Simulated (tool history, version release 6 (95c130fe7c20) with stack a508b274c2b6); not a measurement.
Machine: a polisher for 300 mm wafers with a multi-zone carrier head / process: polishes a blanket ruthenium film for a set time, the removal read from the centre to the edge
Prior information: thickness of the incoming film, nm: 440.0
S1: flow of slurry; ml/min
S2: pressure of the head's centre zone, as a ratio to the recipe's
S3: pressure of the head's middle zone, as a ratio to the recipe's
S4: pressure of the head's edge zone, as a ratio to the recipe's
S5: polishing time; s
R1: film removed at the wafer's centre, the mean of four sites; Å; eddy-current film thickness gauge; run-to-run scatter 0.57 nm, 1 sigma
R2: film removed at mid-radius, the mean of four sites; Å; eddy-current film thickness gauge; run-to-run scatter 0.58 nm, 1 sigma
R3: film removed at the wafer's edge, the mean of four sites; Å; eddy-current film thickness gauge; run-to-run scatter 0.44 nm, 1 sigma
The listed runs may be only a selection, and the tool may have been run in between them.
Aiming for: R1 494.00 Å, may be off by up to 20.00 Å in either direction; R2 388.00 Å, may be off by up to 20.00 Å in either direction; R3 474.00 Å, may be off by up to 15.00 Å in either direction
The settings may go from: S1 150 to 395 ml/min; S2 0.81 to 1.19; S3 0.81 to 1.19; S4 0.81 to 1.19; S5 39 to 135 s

Run 1, hour 0.0: S1 250 ml/min, S2 1.00, S3 1.00, S4 1.00, S5 87 s. Result: R1 856.81 Å, R2 846.85 Å, R3 832.54 Å.
Run 2, hour 4.8: S1 200 ml/min, S2 1.00, S3 1.00, S4 1.00, S5 87 s. Result: R1 831.07 Å, R2 804.54 Å, R3 832.58 Å.
Run 3, hour 7.8: S1 195 ml/min, S2 1.00, S3 0.98, S4 0.99, S5 82 s. Result: R1 771.75 Å, R2 748.77 Å, R3 768.68 Å.
Run 4, hour 16.6: S1 190 ml/min, S2 1.01, S3 0.96, S4 1.00, S5 77 s. Result: R1 731.10 Å, R2 693.03 Å, R3 730.97 Å.
Run 5, hour 19.3: S1 215 ml/min, S2 1.01, S3 0.96, S4 1.00, S5 77 s. Result: R1 747.22 Å, R2 704.17 Å, R3 738.11 Å.
Run 6, hour 23.2: S1 215 ml/min, S2 1.01, S3 0.96, S4 1.00, S5 57 s. Result: R1 542.79 Å, R2 519.53 Å, R3 547.43 Å.
Run 7, hour 27.0: S1 210 ml/min, S2 1.02, S3 0.94, S4 1.00, S5 56 s. Result: R1 549.45 Å, R2 499.98 Å, R3 527.79 Å.
Run 8, hour 30.8: S1 205 ml/min, S2 1.02, S3 0.93, S4 1.01, S5 55 s. Result: R1 535.87 Å, R2 475.54 Å, R3 517.27 Å.
Run 9, hour 35.0: S1 205 ml/min, S2 1.02, S3 0.92, S4 1.01, S5 55 s. Result: R1 534.83 Å, R2 473.33 Å, R3 529.46 Å.

Which one of the following 5 next-run settings gets every result inside its allowed miss? There is exactly one.
Run A, hour 39.2: S1 200 ml/min, S2 0.98, S3 0.85, S4 1.06, S5 63 s. Result: R1 ?, R2 ?, R3 ?.
Run B, hour 39.2: S1 195 ml/min, S2 1.00, S3 0.90, S4 0.93, S5 63 s. Result: R1 ?, R2 ?, R3 ?.
Run C, hour 39.2: S1 260 ml/min, S2 0.99, S3 0.95, S4 1.05, S5 56 s. Result: R1 ?, R2 ?, R3 ?.
Run D, hour 39.2: S1 270 ml/min, S2 0.88, S3 1.00, S4 1.10, S5 55 s. Result: R1 ?, R2 ?, R3 ?.
Run E, hour 39.2: S1 245 ml/min, S2 1.06, S3 0.81, S4 1.03, S5 48 s. Result: R1 ?, R2 ?, R3 ?.

move      R1      R2      R3
   A  574.10  507.45  628.55
   B  582.01  529.46  588.24
   C  534.17  509.76  569.05
   D  476.87  524.51  573.43
   E  481.60  381.71  481.61
A: the biggest miss grows against the last run
B: the biggest miss grows against the last run
C: the biggest miss grows against the last run
D: the biggest miss grows against the last run
E: every result lands within tolerance
The move that meets every target is E.
